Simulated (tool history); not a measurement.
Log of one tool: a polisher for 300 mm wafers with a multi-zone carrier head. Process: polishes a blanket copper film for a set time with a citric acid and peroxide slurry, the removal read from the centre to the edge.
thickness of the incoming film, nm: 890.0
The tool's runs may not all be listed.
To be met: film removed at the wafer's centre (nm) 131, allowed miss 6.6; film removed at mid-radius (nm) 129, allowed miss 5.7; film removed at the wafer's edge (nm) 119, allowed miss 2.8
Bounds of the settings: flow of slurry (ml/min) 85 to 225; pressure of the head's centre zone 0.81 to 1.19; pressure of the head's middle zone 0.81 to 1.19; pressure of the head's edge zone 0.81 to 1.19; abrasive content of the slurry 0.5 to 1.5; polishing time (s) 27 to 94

run,hour,flow of slurry (ml/min),pressure of the head's centre zone,pressure of the head's middle zone,pressure of the head's edge zone,abrasive content of the slurry,polishing time (s),film removed at the wafer's centre (nm),film removed at mid-radius (nm),film removed at the wafer's edge (nm)
1,0,145,1,1,1,1,60,151.68,151.05,149.51
2,2.9,140,1,1,0.97,0.95,60,144.29,148.03,147.58
3,3.5,145,1.03,1.01,0.96,0.9,58,145.84,141.64,143.44
4,10.3,145,1.04,1.04,0.95,0.9,56,143.8,140.96,135.65
5,17.5,140,1.05,1.05,0.93,0.85,56,140.94,137.24,132.13
6,18.2,135,1.05,1.06,0.92,0.85,56,138.87,142.14,130.59
7,20.4,130,1.06,1.06,0.91,0.85,56,138.82,139.62,128.65
8,27.9,125,1.07,1.06,0.9,0.85,56,137.93,136.85,126.27
9,35.4,120,1.07,1.06,0.9,0.85,56,141.59,138.72,126.06

Which of these 4 next moves meets every target?
A,42.9,150,1.08,0.98,1,0.8,54,?,?,?
B,42.9,150,1.06,0.92,0.98,0.75,57,?,?,?
C,42.9,190,1.12,1.01,0.83,1,53,?,?,?
D,42.9,150,1.07,1.07,0.91,0.7,52,?,?,?

move,film removed at the wafer's centre (nm),film removed at mid-radius (nm),film removed at the wafer's edge (nm)
A,141,129.81,131.87
B,144.21,128.39,136.28
C,157.44,142.57,128
D,131.24,131.34,118.3
A: further off than the last run
B: further off than the last run
C: further off than the last run
D: meets every target
Move D is the one to make.

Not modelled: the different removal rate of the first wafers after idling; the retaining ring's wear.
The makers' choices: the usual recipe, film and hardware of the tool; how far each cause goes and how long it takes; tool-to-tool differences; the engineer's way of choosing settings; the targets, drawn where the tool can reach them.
